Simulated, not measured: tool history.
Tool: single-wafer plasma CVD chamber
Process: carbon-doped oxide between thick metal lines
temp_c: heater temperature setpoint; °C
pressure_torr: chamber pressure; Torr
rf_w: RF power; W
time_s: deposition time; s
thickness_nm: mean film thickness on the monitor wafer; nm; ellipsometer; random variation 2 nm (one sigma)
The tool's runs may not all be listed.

| run | hour | temp_c | pressure_torr | rf_w | time_s | thickness_nm |
|---|---|---|---|---|---|---|
| 1 | 0.0 | 325 | 6.12 | 645 | 166 | 1053.3 |
| 2 | 7.9 | 327 | 6.00 | 630 | 166 | 1032.3 |
| 3 | 11.0 | 327 | 6.00 | 630 | 171 | 1058.0 |
| 4 | 15.7 | 327 | 6.00 | 665 | 171 | 1090.4 |
| 5 | 19.7 | 327 | 6.00 | 725 | 171 | 1146.2 |
| 6 | 28.3 | 327 | 6.00 | 640 | 171 | 1068.7 |
| 7 | 36.4 | 328 | 5.87 | 620 | 171 | 1048.4 |

Run 8 comes next. What will it give?
| 8 | 41.1 | 329 | 5.79 | 605 | 171 | ? |

{"run 8": {"thickness_nm": 1027.5}}
